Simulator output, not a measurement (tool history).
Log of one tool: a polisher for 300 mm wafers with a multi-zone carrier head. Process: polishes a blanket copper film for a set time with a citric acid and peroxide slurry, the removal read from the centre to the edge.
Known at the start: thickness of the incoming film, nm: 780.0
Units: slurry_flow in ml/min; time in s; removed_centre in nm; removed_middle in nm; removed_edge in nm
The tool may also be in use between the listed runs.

run  hour  slurry_flow  centre_zone  middle_zone  edge_zone  slurry_solids  time  removed_centre  removed_middle  removed_edge
  1   0.0          180         1.00         1.00       1.00           1.00    78          134.83          138.82        135.34
  2   5.4          180         1.04         1.00       1.00           1.00    78          134.29          138.73        134.27
  3   7.8          180         1.10         1.00       1.00           1.00    78          147.45          138.44        135.99
  4   8.5          180         1.10         1.00       1.00           1.10    78          147.31          141.43        140.47
  5  12.6          180         1.18         1.00       1.00           1.10    78          161.67          141.63        138.68
  6  17.6          180         1.18         1.00       1.00           1.10    86          172.35          157.43        151.68
  7  20.7          185         1.16         1.01       1.03           1.15    87          175.60          164.09        159.84

Forecast run 8:
  8  29.5          190         1.14         1.01       1.05           1.20    88               ?               ?             ?

Run 8 gave removed_centre 179.97 nm, removed_middle 168.20 nm, removed_edge 167.36 nm.
